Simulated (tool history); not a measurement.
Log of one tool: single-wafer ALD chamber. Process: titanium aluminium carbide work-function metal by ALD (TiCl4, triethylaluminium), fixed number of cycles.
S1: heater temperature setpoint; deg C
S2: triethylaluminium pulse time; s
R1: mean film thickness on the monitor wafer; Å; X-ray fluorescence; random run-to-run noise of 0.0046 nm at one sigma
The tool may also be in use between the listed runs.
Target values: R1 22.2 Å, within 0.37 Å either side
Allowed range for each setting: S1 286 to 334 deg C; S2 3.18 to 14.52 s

{"run": 1, "hour": 0.0, "S1": 310, "S2": 8.85, "R1": 20.595}
{"run": 2, "hour": 2.5, "S1": 312, "S2": 8.99, "R1": 20.746}
{"run": 3, "hour": 11.1, "S1": 314, "S2": 9.15, "R1": 20.926}
{"run": 4, "hour": 12.7, "S1": 314, "S2": 7.06, "R1": 20.271}
{"run": 5, "hour": 18.0, "S1": 319, "S2": 7.06, "R1": 20.648}
{"run": 6, "hour": 26.9, "S1": 321, "S2": 7.29, "R1": 20.821}
{"run": 7, "hour": 29.5, "S1": 322, "S2": 7.54, "R1": 21.029}
{"run": 8, "hour": 30.4, "S1": 323, "S2": 7.71, "R1": 21.207}
{"run": 9, "hour": 33.8, "S1": 324, "S2": 7.81, "R1": 21.256}
{"run": 10, "hour": 35.6, "S1": 325, "S2": 7.95, "R1": 21.474}
{"run": 11, "hour": 37.9, "S1": 326, "S2": 8.02, "R1": 21.493}

Consider the 4 candidate settings below. Which is the only one whose results all fall within their allowed miss of target?
{"run": "A", "hour": 40.2, "S1": 329, "S2": 7.48, "R1": "?"}
{"run": "B", "hour": 40.2, "S1": 319, "S2": 9.8, "R1": "?"}
{"run": "C", "hour": 40.2, "S1": 334, "S2": 8.02, "R1": "?"}
{"run": "D", "hour": 40.2, "S1": 323, "S2": 6.24, "R1": "?"}

move=A R1=21.539
move=B R1=21.497
move=C R1=22.132
move=D R1=20.476
A: nearer than the last run, and not there yet
B: no nearer and no further than the last run
C: every result lands within tolerance
D: moves away from the targets compared with the last run
Answer: C
